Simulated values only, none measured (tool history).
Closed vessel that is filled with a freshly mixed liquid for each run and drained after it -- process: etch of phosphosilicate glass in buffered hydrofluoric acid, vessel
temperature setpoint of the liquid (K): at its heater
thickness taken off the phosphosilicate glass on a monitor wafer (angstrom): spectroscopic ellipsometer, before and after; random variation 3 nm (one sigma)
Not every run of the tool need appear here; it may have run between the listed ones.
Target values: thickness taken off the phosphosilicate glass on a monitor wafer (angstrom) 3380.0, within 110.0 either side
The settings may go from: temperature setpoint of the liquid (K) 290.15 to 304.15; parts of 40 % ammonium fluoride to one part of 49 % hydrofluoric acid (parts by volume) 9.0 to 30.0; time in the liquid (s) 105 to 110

run	day	temperature setpoint of the liquid (K)	parts of 40 % ammonium fluoride to one part of 49 % hydrofluoric acid (parts by volume)	time in the liquid (s)	thickness taken off the phosphosilicate glass on a monitor wafer (angstrom)
1	0.000	296.15	24.0	105	2854.8
2	0.108	296.15	20.5	105	3088.0
3	0.454	294.15	20.5	105	2804.7
4	0.829	294.65	20.5	105	2892.7
5	1.100	294.65	20.5	105	2834.9
6	1.438	295.15	20.5	105	2947.6
7	1.558	295.65	20.5	105	3055.0
8	1.796	296.15	20.5	105	3138.5
9	1.900	296.15	20.5	105	3164.3
10	2.017	296.65	20.5	105	3159.8

Which one of the following 5 next-run settings gets every result inside its allowed miss? There is exactly one.
A	2.133	298.65	19.5	105	?
B	2.133	300.65	23.0	105	?
C	2.133	298.65	20.0	105	?
D	2.133	296.65	20.5	110	?
E	2.133	298.15	20.5	110	?

move	thickness taken off the phosphosilicate glass on a monitor wafer (angstrom)
A	3769.9
B	3721.3
C	3677.0
D	3395.6
E	3685.8
A: takes the result that was furthest off past its target
B: takes the result that was furthest off past its target
C: takes the result that was furthest off past its target
D: each result inside its tolerance
E: takes the result that was furthest off past its target
Answer: D

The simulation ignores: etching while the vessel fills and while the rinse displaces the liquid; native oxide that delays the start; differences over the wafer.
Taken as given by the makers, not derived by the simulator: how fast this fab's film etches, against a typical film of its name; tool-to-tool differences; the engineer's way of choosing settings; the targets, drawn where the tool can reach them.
